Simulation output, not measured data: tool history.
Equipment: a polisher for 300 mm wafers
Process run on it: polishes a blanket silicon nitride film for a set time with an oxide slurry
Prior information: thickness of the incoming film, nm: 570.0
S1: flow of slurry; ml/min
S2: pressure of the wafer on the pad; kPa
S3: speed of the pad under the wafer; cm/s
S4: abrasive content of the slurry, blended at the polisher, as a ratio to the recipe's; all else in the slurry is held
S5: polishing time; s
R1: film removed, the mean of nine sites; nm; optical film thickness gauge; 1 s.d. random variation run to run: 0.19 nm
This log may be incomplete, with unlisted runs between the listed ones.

run	hour	S1	S2	S3	S4	S5	R1
1	0	150	31	88	1	54	42.909
2	5.6	145	29	88	1	54	39.901
3	14.3	145	29	98	1	54	43.601
4	16.1	145	24.1	98	1	54	36.575
5	18.9	145	22.8	98	1	54	34.128
6	27.4	145	26.2	98	1	54	39.754
7	30.8	145	24.8	98	1	54	37.649
8	38.8	145	23.4	98	1	54	35.162
9	43.9	145	23.4	98	1	54	35.637
10	48.4	145	22.1	98	1	54	33.039
11	56.1	145	21.4	98	1	54	32.524

Predict the results of run 12:
12	61.7	145	20.7	98	1	54	?

{"run 12": {"R1": 30.949}}
